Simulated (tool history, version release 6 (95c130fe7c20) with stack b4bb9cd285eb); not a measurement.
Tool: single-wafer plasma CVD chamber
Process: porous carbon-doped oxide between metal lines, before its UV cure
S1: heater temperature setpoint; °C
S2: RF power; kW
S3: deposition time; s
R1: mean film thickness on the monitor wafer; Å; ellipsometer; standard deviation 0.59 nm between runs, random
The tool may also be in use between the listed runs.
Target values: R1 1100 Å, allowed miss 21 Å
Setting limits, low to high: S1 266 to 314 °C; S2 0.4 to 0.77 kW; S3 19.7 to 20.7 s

run,hour,S1,S2,S3,R1
1,0,290,0.585,20.7,1355.8
2,7.3,296,0.585,20.7,1296.2
3,13.7,299,0.58,20.7,1279.9
4,16.5,301,0.57,20.7,1255.3
5,17.6,301,0.605,20.7,1282
6,21.6,301,0.605,20.7,1289
7,26.7,303,0.59,20.6,1246.5
8,33.9,305,0.58,20.6,1215.4
9,34.7,306,0.575,20.6,1222.8
10,41.6,307,0.56,20.5,1175.7
11,50.5,307,0.56,20.5,1171.7
12,52.5,308,0.555,20.5,1170.9
13,56.3,309,0.55,20.5,1148.4

Pick the move, out of 5, that brings all results within their allowed miss; only one does.
A,60.1,314,0.585,20.7,?
B,60.1,301,0.555,20.1,?
C,60.1,307,0.55,20.7,?
D,60.1,307,0.605,19.7,?
E,60.1,311,0.525,20.2,?

move,R1
A,1195
B,1203.1
C,1192
D,1206.3
E,1106.8
A: moves away from the targets compared with the last run
B: moves away from the targets compared with the last run
C: moves away from the targets compared with the last run
D: moves away from the targets compared with the last run
E: all results in spec
The move that meets every target is E.
